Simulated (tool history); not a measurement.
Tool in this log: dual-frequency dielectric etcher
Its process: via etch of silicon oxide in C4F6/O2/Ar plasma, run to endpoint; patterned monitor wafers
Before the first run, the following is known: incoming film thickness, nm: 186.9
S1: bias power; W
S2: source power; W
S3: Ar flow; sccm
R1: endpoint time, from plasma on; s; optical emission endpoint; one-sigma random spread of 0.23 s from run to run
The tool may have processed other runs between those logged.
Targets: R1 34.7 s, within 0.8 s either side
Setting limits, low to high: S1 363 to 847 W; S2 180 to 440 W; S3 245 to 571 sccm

Run 1, hour 0: S1 605 W, S2 310 W, S3 408 sccm. Result: R1 43.078 s.
Run 2, hour 6.5: S1 673 W, S2 330 W, S3 401 sccm. Result: R1 40.078 s.
Run 3, hour 13.7: S1 673 W, S2 290 W, S3 401 sccm. Result: R1 41.862 s.
Run 4, hour 17.1: S1 725 W, S2 310 W, S3 393 sccm. Result: R1 39.901 s.
Run 5, hour 25.3: S1 725 W, S2 350 W, S3 393 sccm. Result: R1 38.43 s.
Run 6, hour 26: S1 794 W, S2 350 W, S3 393 sccm. Result: R1 37.637 s.
Run 7, hour 31.6: S1 811 W, S2 370 W, S3 384 sccm. Result: R1 35.822 s.
Run 8, hour 36.5: S1 820 W, S2 370 W, S3 382 sccm. Result: R1 36.092 s.

5 next moves are on the table. One of them brings every result within its allowed miss. Which?
Run A, hour 41.4: S1 841 W, S2 400 W, S3 404 sccm. Result: R1 ?.
Run B, hour 41.4: S1 790 W, S2 350 W, S3 369 sccm. Result: R1 ?.
Run C, hour 41.4: S1 824 W, S2 350 W, S3 348 sccm. Result: R1 ?.
Run D, hour 41.4: S1 742 W, S2 380 W, S3 393 sccm. Result: R1 ?.
Run E, hour 41.4: S1 786 W, S2 360 W, S3 388 sccm. Result: R1 ?.

move      R1
   A  34.739
   B   36.94
   C  36.191
   D  36.915
   E  36.809
A: all results land within tolerance of their targets
B: lands further from the targets than the last run did
C: lands further from the targets than the last run did
D: lands further from the targets than the last run did
E: lands further from the targets than the last run did
Answer: A
